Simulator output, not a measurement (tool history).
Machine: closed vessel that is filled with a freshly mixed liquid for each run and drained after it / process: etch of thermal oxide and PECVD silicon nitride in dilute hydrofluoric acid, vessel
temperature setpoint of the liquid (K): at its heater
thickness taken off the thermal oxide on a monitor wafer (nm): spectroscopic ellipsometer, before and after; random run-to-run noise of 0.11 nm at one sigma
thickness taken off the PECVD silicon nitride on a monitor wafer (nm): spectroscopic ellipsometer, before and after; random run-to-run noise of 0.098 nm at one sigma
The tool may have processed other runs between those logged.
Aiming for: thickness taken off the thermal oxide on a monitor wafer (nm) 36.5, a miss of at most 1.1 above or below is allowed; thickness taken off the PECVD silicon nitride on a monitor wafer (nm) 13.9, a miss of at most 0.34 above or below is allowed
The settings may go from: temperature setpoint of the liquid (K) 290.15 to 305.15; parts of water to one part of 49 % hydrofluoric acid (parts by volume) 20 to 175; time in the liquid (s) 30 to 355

| run | hour | temperature setpoint of the liquid (K) | parts of water to one part of 49 % hydrofluoric acid (parts by volume) | time in the liquid (s) | thickness taken off the thermal oxide on a monitor wafer (nm) | thickness taken off the PECVD silicon nitride on a monitor wafer (nm) |
|---|---|---|---|---|---|---|
| 1 | 0 | 297.15 | 95 | 180 | 10.32 | 4.3888 |
| 2 | 5.4 | 297.15 | 95 | 130 | 7.473 | 3.1985 |
| 3 | 9.1 | 297.15 | 85 | 140 | 9.1116 | 3.884 |
| 4 | 17.9 | 297.15 | 85 | 105 | 6.83 | 2.8808 |
| 5 | 26.2 | 297.15 | 60 | 105 | 9.9473 | 4.0165 |
| 6 | 30.4 | 297.15 | 55 | 115 | 12.024 | 4.8487 |
| 7 | 33 | 297.15 | 50 | 125 | 14.502 | 5.7339 |
| 8 | 34 | 299.15 | 20 | 205 | 67.426 | 26.373 |
| 9 | 40.7 | 298.65 | 20 | 205 | 65.591 | 25.577 |
| 10 | 45.6 | 298.15 | 20 | 205 | 64.464 | 24.808 |
|  | 48.6 | thermometer replaced |
| 11 | 48.6 | 297.65 | 20 | 205 | 59.096 | 21.364 |
| 12 | 51 | 297.65 | 25 | 205 | 46.933 | 17.191 |
| 13 | 55 | 297.65 | 30 | 205 | 38.824 | 14.392 |
| 14 | 61.2 | 297.65 | 35 | 205 | 32.826 | 12.466 |
| 15 | 62.3 | 298.15 | 35 | 205 | 33.705 | 12.937 |
| 16 | 66.7 | 298.15 | 30 | 205 | 39.669 | 14.991 |
| 17 | 75.8 | 298.15 | 35 | 205 | 33.697 | 12.89 |
| 18 | 77.6 | 298.15 | 30 | 210 | 40.839 | 15.378 |
| 19 | 82.9 | 298.15 | 35 | 205 | 33.87 | 12.782 |
| 20 | 84.4 | 298.65 | 35 | 205 | 34.386 | 13.46 |
| 21 | 86.9 | 298.15 | 25 | 200 | 46.826 | 17.469 |
| 22 | 89.3 | 297.65 | 30 | 200 | 37.888 | 14.424 |

Exactly one of the 5 candidate moves below puts every result within its allowed miss. Which one?
| A | 91.7 | 298.15 | 35 | 240 | ? | ? |
| B | 91.7 | 297.65 | 30 | 205 | ? | ? |
| C | 91.7 | 298.15 | 30 | 190 | ? | ? |
| D | 91.7 | 298.15 | 30 | 205 | ? | ? |
| E | 91.7 | 297.65 | 25 | 175 | ? | ? |

| move | thickness taken off the thermal oxide on a monitor wafer (nm) | thickness taken off the PECVD silicon nitride on a monitor wafer (nm) |
|---|---|---|
| A | 39.59 | 15.212 |
| B | 38.908 | 14.586 |
| C | 36.819 | 13.985 |
| D | 39.726 | 15.089 |
| E | 40.13 | 14.845 |
A: moves away from the targets compared with the last run
B: moves away from the targets compared with the last run
C: meets every target
D: moves away from the targets compared with the last run
E: moves away from the targets compared with the last run
Go with C: it meets all targets.
